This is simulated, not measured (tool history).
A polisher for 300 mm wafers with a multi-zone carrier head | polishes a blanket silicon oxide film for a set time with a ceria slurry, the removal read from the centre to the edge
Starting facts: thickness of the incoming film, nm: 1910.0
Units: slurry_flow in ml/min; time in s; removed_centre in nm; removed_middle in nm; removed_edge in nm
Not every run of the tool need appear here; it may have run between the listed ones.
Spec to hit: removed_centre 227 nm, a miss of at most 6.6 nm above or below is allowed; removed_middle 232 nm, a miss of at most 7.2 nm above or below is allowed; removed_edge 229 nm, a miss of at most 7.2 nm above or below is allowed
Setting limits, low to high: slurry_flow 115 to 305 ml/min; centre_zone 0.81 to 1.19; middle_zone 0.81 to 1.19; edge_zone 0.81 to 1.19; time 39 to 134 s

run  hour  slurry_flow  centre_zone  middle_zone  edge_zone  time  removed_centre  removed_middle  removed_edge
  1     0          195            1            1          1    86          192.93          196.42        195.45
  2   5.4          195         1.07            1          1    86          208.07          194.14        199.73
  3   9.2          195         1.07            1       0.97    86          210.76          193.08        200.09
  4  12.9          195         1.07         1.08       0.97    86          209.56          207.73        197.59
  5  14.4          195         1.03         1.08       0.97    86          202.83          205.58        192.72
  6  22.1          215         1.05         1.08       1.03    87           210.2          209.39         204.9
  7  26.7          215         1.05         1.08       1.03    87           210.4           209.7        205.89
  8  27.3          230         1.05          1.1       1.06    88          217.24          218.55        212.77
  9  31.4          245         1.05         1.11       1.09    89          217.91          226.52        221.22
 10  39.3          255         1.06         1.11        1.1    89          224.71          226.15        219.91

Exactly one of the 5 candidate moves below puts every result within its allowed miss. Which one?
  A  47.2          225         1.02         1.06       1.04    95               ?               ?             ?
  B  47.2          260         1.08         1.15       1.05    86               ?               ?             ?
  C  47.2          240          1.1          1.1       1.14    92               ?               ?             ?
  D  47.2          260         1.05         0.99       1.18    90               ?               ?             ?
  E  47.2          235         1.07         1.06       1.16    88               ?               ?             ?

move  removed_centre  removed_middle  removed_edge
   A          225.45           229.7        221.93
   B          219.54          227.01        204.41
   C          236.17          231.43        226.41
   D          223.68          209.07        227.49
   E          219.54          213.92         218.2
A: hits every target within its allowed miss
B: misses by more than the last run did
C: corrects the largest miss of the last run, while another result sits out of spec
D: corrects the largest miss of the last run, while another result sits out of spec
E: misses by more than the last run did
A meets every target.
